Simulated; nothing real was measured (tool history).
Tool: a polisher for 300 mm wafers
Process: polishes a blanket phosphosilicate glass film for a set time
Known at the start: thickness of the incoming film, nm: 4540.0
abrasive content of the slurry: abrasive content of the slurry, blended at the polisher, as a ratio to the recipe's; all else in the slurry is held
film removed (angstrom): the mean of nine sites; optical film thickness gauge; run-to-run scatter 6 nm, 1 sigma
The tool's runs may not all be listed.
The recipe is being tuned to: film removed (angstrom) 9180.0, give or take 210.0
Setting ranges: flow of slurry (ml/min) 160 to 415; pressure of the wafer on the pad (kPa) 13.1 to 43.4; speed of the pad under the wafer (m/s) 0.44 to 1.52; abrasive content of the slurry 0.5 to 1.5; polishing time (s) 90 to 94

run  hour  flow of slurry (ml/min)  pressure of the wafer on the pad (kPa)  speed of the pad under the wafer (m/s)  abrasive content of the slurry  polishing time (s)  film removed (angstrom)
  1   0.0                      265                                    28.3                                    0.98                             1.0                  90                  11652.0
  2   9.0                      260                                    26.9                                    0.98                             1.0                  90                  11346.0
  3  12.1                      290                                    26.9                                    0.98                             1.0                  90                  11311.0
  4  19.4                      340                                    26.9                                    0.98                             1.0                  90                  11361.0
  5  26.7                      405                                    26.9                                    0.98                             1.0                  90                  11726.0
  6  32.7                      405                                    26.9                                    0.98                             0.8                  90                  10416.0
  7  41.0                      400                                    26.2                                    0.98                             0.8                  90                  10276.0
  8  49.7                      395                                    25.5                                    0.98                             0.8                  90                   9965.4
  9  53.2                      390                                    24.8                                    0.98                             0.8                  90                   9849.7
 10  58.2                      390                                    24.1                                    0.98                             0.8                  90                   9600.6

Exactly one of the 4 candidate moves below puts every result within its allowed miss. Which one?
  A  63.2                      400                                    30.3                                    0.96                             0.6                  94                        ?
  B  63.2                      415                                    21.4                                    0.98                             0.8                  94                        ?
  C  63.2                      340                                    22.8                                    1.06                             0.9                  90                        ?
  D  63.2                      415                                    29.0                                    0.84                             0.7                  90                        ?

move  film removed (angstrom)
   A                  10213.0
   B                   9062.6
   C                   9893.9
   D                   9654.7
A: further off than the last run
B: meets every target
C: further off than the last run
D: further off than the last run
The move that meets every target is B.
